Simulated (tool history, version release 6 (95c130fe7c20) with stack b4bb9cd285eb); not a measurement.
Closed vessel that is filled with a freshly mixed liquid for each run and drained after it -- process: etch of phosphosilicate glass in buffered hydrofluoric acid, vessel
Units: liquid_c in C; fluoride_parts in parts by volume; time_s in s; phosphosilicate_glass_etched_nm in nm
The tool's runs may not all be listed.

| run | hour | liquid_c | fluoride_parts | time_s | phosphosilicate_glass_etched_nm |
|---|---|---|---|---|---|
| 1 | 0 | 20 | 11.5 | 100 | 202.4 |
| 2 | 5.4 | 18 | 11.5 | 100 | 180.7 |
| 3 | 6.7 | 19.5 | 10.5 | 100 | 220.28 |
| 4 | 14.3 | 19.5 | 10.5 | 100 | 216.99 |
| 5 | 20.2 | 17 | 10.5 | 100 | 190.24 |
| 6 | 27.9 | 18.5 | 9.5 | 100 | 228.2 |
| 7 | 36.6 | 18.5 | 9.5 | 100 | 227.18 |
|  | 44.7 | hydrofluoric acid flow meter replaced |
| 8 | 44.7 | 20 | 9 | 100 | 275.1 |
| 9 | 46.7 | 21.5 | 9 | 100 | 302.22 |

Estimate the outcome of run 10 from the log above:
| 10 | 49.5 | 22.5 | 9 | 100 | ? |

{"run 10": {"phosphosilicate_glass_etched_nm": 318.6}}
